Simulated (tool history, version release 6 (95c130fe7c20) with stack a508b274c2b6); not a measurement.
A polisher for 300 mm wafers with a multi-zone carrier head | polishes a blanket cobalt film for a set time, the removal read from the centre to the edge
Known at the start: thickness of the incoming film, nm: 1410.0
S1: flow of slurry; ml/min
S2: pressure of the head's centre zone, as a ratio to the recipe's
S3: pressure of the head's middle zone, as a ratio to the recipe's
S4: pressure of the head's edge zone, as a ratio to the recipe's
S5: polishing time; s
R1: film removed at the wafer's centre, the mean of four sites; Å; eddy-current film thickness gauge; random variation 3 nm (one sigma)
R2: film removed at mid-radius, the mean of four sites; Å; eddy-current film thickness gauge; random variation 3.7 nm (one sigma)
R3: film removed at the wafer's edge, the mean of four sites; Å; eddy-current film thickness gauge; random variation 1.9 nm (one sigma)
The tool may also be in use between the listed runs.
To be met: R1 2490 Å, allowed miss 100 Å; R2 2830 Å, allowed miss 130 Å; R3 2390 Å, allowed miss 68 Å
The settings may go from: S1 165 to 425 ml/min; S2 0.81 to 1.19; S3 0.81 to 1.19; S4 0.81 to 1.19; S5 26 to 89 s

Run 1, hour 0: S1 275 ml/min, S2 1, S3 1, S4 1, S5 57 s. Result: R1 4107 Å, R2 4027.3 Å, R3 3973.7 Å.
Run 2, hour 7.3: S1 275 ml/min, S2 0.98, S3 1.03, S4 0.95, S5 49 s. Result: R1 3349.3 Å, R2 3480.8 Å, R3 3322.5 Å.
Run 3, hour 16: S1 275 ml/min, S2 0.99, S3 1.06, S4 0.91, S5 44 s. Result: R1 3103.9 Å, R2 3224.6 Å, R3 2925.5 Å.
Run 4, hour 24.3: S1 275 ml/min, S2 0.94, S3 1.06, S4 0.91, S5 44 s. Result: R1 2933.6 Å, R2 3244 Å, R3 2937.1 Å.
Run 5, hour 29.6: S1 270 ml/min, S2 0.94, S3 1.07, S4 0.88, S5 41 s. Result: R1 2720 Å, R2 2981 Å, R3 2659.1 Å.
Run 6, hour 32.5: S1 270 ml/min, S2 0.94, S3 1.07, S4 0.88, S5 29 s. Result: R1 1951 Å, R2 2158.6 Å, R3 1911.5 Å.
Run 7, hour 38.5: S1 290 ml/min, S2 0.97, S3 1.11, S4 0.93, S5 31 s. Result: R1 2138.1 Å, R2 2354.2 Å, R3 2072.9 Å.
Run 8, hour 45.4: S1 295 ml/min, S2 0.97, S3 1.13, S4 0.93, S5 33 s. Result: R1 2281 Å, R2 2500.3 Å, R3 2208.7 Å.
Run 9, hour 48.7: S1 300 ml/min, S2 0.97, S3 1.15, S4 0.92, S5 34 s. Result: R1 2345.4 Å, R2 2698.8 Å, R3 2277 Å.
Run 10, hour 55.7: S1 310 ml/min, S2 0.98, S3 1.16, S4 0.93, S5 34 s. Result: R1 2392.5 Å, R2 2631.1 Å, R3 2300.6 Å.
Run 11, hour 60.4: S1 305 ml/min, S2 0.97, S3 1.19, S4 0.91, S5 37 s. Result: R1 2558.9 Å, R2 2982.5 Å, R3 2473.6 Å.

Which of these 5 next moves meets every target?
Run A, hour 65.1: S1 355 ml/min, S2 0.97, S3 1.15, S4 0.92, S5 39 s. Result: R1 ?, R2 ?, R3 ?.
Run B, hour 65.1: S1 300 ml/min, S2 0.98, S3 1.17, S4 0.93, S5 35 s. Result: R1 ?, R2 ?, R3 ?.
Run C, hour 65.1: S1 305 ml/min, S2 0.96, S3 1.05, S4 1.03, S5 38 s. Result: R1 ?, R2 ?, R3 ?.
Run D, hour 65.1: S1 350 ml/min, S2 1, S3 0.99, S4 0.96, S5 38 s. Result: R1 ?, R2 ?, R3 ?.
Run E, hour 65.1: S1 290 ml/min, S2 0.91, S3 1.19, S4 0.89, S5 40 s. Result: R1 ?, R2 ?, R3 ?.

move      R1      R2      R3
   A  2729.4  3165.6  2620.5
   B  2440.3  2846.5  2339.2
   C  2596.6  2820.3  2666.2
   D  2736.2  2711.2  2605.2
   E  2580.7  3293.6  2616.9
A: further off than the last run
B: meets every target
C: further off than the last run
D: further off than the last run
E: further off than the last run
Move B is the one to make.
